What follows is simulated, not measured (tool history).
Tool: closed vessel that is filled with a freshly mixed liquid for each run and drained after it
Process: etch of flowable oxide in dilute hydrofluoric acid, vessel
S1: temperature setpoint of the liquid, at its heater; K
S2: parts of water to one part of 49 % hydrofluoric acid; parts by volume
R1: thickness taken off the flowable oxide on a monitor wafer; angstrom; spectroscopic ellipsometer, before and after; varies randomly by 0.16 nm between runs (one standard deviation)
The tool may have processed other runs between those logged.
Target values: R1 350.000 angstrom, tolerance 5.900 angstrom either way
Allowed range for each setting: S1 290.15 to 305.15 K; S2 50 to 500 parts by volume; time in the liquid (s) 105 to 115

run 1 day=0.000 | S1=297.15 S2=275 time_in_the_liquid_(s)=105 | R1=97.207
run 2 day=0.371 | S1=298.65 S2=225 time_in_the_liquid_(s)=105 | R1=132.440
run 3 day=0.629 | S1=298.65 S2=225 time_in_the_liquid_(s)=115 | R1=144.600
run 4 day=0.821 | S1=298.65 S2=225 time_in_the_liquid_(s)=105 | R1=132.410
run 5 day=0.988 | S1=300.15 S2=190 time_in_the_liquid_(s)=105 | R1=172.220
run 6 day=1.208 | S1=300.15 S2=190 time_in_the_liquid_(s)=115 | R1=189.560
run 7 day=1.262 | S1=304.15 S2=80 time_in_the_liquid_(s)=115 | R1=601.860
run 8 day=1.408 | S1=304.15 S2=80 time_in_the_liquid_(s)=115 | R1=601.670
run 9 day=1.629 | S1=300.15 S2=95 time_in_the_liquid_(s)=115 | R1=428.610
run 10 day=1.917 | S1=299.15 S2=95 time_in_the_liquid_(s)=115 | R1=406.840
run 11 day=2.138 | S1=298.65 S2=95 time_in_the_liquid_(s)=115 | R1=405.510
run 12 day=2.471 | S1=297.65 S2=95 time_in_the_liquid_(s)=115 | R1=388.630
run 13 day=2.633 | S1=297.15 S2=95 time_in_the_liquid_(s)=115 | R1=379.630
run 14 day=2.683 | S1=296.65 S2=95 time_in_the_liquid_(s)=115 | R1=373.570
run 15 day=2.833 | S1=296.15 S2=95 time_in_the_liquid_(s)=115 | R1=364.560
run 16 day=2.867 | S1=295.65 S2=95 time_in_the_liquid_(s)=115 | R1=358.020
run 17 day=3.138 | S1=295.65 S2=95 time_in_the_liquid_(s)=115 | R1=358.120

Consider the 5 candidate settings below. Which is the only one whose results all fall within their allowed miss of target?
run A day=3.408 | S1=295.15 S2=85 time_in_the_liquid_(s)=110 | R1=?
run B day=3.408 | S1=291.65 S2=80 time_in_the_liquid_(s)=115 | R1=?
run C day=3.408 | S1=298.15 S2=110 time_in_the_liquid_(s)=115 | R1=?
run D day=3.408 | S1=295.15 S2=95 time_in_the_liquid_(s)=115 | R1=?
run E day=3.408 | S1=296.65 S2=100 time_in_the_liquid_(s)=110 | R1=?

move=A R1=379.390
move=B R1=366.880
move=C R1=334.320
move=D R1=350.440
move=E R1=336.010
A: moves away from the targets compared with the last run
B: moves away from the targets compared with the last run
C: the result that was furthest off in the last run now lies on the other side of its target
D: hits every target within its allowed miss
E: the result that was furthest off in the last run now lies on the other side of its target
Move D is the one to make.
